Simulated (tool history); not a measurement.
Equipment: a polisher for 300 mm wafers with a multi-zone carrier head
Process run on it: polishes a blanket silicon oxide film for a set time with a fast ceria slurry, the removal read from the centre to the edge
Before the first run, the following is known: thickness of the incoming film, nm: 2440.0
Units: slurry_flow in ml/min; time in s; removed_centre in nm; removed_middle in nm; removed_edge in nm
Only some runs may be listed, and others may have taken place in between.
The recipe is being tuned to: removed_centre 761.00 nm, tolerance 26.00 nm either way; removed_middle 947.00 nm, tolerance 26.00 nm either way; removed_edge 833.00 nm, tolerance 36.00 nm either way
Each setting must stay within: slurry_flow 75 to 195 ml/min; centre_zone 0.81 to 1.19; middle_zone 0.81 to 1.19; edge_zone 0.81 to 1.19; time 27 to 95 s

run  hour  slurry_flow  centre_zone  middle_zone  edge_zone  time  removed_centre  removed_middle  removed_edge
  1   0.0          125         1.00         1.00       1.00    61          821.26          835.49        857.42
  2   5.1           95         1.00         1.00       1.00    61          778.54          797.43        830.73
  3  12.4           95         1.00         0.92       1.00    61          772.29          749.97        827.15
  4  21.0          100         0.99         0.95       0.99    61          781.45          770.61        839.44
  5  23.3          105         0.98         0.98       0.99    61          762.03          799.92        847.14
  6  31.4          110         0.98         1.00       0.98    61          788.83          822.10        854.66
  7  37.0          115         0.97         1.02       0.97    60          781.32          818.52        822.34
  8  43.3          120         0.96         1.04       0.97    60          774.86          840.64        847.64
     48.9  -- slurry nozzle cleaned
  9  48.9          125         0.95         1.06       0.96    60          825.87          908.60        862.25
 10  57.6          125         0.94         1.07       0.95    60          828.94          909.82        857.33
 11  61.2          125         0.93         1.08       0.95    60          826.35          923.10        855.20
 12  69.2          125         0.92         1.08       0.95    60          803.91          932.90        851.21
 13  76.8          125         0.91         1.08       0.95    60          811.10          927.98        856.42
 14  77.6          125         0.90         1.08       0.95    60          807.61          934.91        872.37
 15  79.7          125         0.89         1.09       0.95    60          812.90          941.46        875.49
 16  85.3          125         0.89         1.09       0.95    60          796.02          931.30        873.58

Which single option among these 4 for the next run brings every result within its allowed miss of target? Just one does.
  A  90.9          115         0.87         0.96       1.07    64               ?               ?             ?
  B  90.9          110         0.91         1.06       0.96    63               ?               ?             ?
  C  90.9          115         0.87         1.06       1.08    60               ?               ?             ?
  D  90.9          110         0.87         1.14       0.90    60               ?               ?             ?

move  removed_centre  removed_middle  removed_edge
   A          822.28          882.32        966.36
   B          822.15          937.05        899.82
   C          771.43          899.44        908.67
   D          764.97          949.99        832.66
A: moves away from the targets compared with the last run
B: moves away from the targets compared with the last run
C: brings the last run's worst result on target, with another outside its allowed miss
D: meets every target
Answer: D

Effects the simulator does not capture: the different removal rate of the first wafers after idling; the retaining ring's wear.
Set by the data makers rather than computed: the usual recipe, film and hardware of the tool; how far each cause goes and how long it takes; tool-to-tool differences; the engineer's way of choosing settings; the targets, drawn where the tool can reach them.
